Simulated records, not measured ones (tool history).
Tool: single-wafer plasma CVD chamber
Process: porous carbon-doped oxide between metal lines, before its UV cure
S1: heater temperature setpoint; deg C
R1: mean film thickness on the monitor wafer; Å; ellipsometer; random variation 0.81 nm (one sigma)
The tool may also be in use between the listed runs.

Run 1, day 0.000: S1 305 deg C, RF power (W) 415, deposition time (s) 35.0. Result: R1 1549.2 Å.
Run 2, day 0.225: S1 314 deg C, RF power (W) 415, deposition time (s) 35.0. Result: R1 1481.7 Å.
Run 3, day 0.362: S1 305 deg C, RF power (W) 430, deposition time (s) 35.0. Result: R1 1587.7 Å.
Run 4, day 0.700: S1 305 deg C, RF power (W) 430, deposition time (s) 33.4. Result: R1 1513.5 Å.
Run 5, day 0.838: S1 299 deg C, RF power (W) 450, deposition time (s) 33.5. Result: R1 1623.3 Å.
Run 6, day 0.988: S1 299 deg C, RF power (W) 415, deposition time (s) 33.5. Result: R1 1529.2 Å.

Run 7 comes next. What will it give?
At day 1.258: RF generator calibrated.
Run 7, day 1.258: S1 294 deg C, RF power (W) 440, deposition time (s) 33.6. Result: R1 ?.

Run 7 gave R1 1712.1 Å.
